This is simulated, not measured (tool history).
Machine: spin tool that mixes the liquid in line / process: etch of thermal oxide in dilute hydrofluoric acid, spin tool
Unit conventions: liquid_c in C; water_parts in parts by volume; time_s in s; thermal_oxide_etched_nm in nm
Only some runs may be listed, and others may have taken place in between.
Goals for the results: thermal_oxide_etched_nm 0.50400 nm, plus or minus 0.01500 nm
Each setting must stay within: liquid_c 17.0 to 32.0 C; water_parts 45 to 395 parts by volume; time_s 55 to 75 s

run 1 day=0.000 | liquid_c=24.0 water_parts=220 time_s=75 | thermal_oxide_etched_nm=1.55000
run 2 day=0.092 | liquid_c=23.0 water_parts=250 time_s=75 | thermal_oxide_etched_nm=1.29320
run 3 day=0.458 | liquid_c=23.0 water_parts=250 time_s=75 | thermal_oxide_etched_nm=1.29580
run 4 day=0.800 | liquid_c=22.0 water_parts=275 time_s=75 | thermal_oxide_etched_nm=1.10130
run 5 day=1.050 | liquid_c=22.0 water_parts=275 time_s=55 | thermal_oxide_etched_nm=0.81086
run 6 day=1.258 | liquid_c=19.5 water_parts=275 time_s=55 | thermal_oxide_etched_nm=0.73542
run 7 day=1.325 | liquid_c=19.0 water_parts=280 time_s=55 | thermal_oxide_etched_nm=0.71146
run 8 day=1.421 | liquid_c=18.5 water_parts=285 time_s=55 | thermal_oxide_etched_nm=0.68825
run 9 day=1.542 | liquid_c=18.0 water_parts=290 time_s=55 | thermal_oxide_etched_nm=0.65346
run 10 day=1.892 | liquid_c=18.0 water_parts=295 time_s=55 | thermal_oxide_etched_nm=0.62567
run 11 day=1.962 | liquid_c=17.0 water_parts=335 time_s=55 | thermal_oxide_etched_nm=0.52114

Next run, 4 choices. One meets every target within its allowed miss, the rest don't. Which?
run A day=2.033 | liquid_c=17.0 water_parts=320 time_s=55 | thermal_oxide_etched_nm=?
run B day=2.033 | liquid_c=17.5 water_parts=370 time_s=55 | thermal_oxide_etched_nm=?
run C day=2.033 | liquid_c=17.0 water_parts=360 time_s=55 | thermal_oxide_etched_nm=?
run D day=2.033 | liquid_c=17.0 water_parts=345 time_s=55 | thermal_oxide_etched_nm=?

move=A thermal_oxide_etched_nm=0.55574
move=B thermal_oxide_etched_nm=0.47014
move=C thermal_oxide_etched_nm=0.47825
move=D thermal_oxide_etched_nm=0.50508
A: moves away from the targets compared with the last run
B: the result that was furthest off in the last run now lies on the other side of its target
C: the result that was furthest off in the last run now lies on the other side of its target
D: each result inside its tolerance
D is the move that brings every result within its allowed miss.
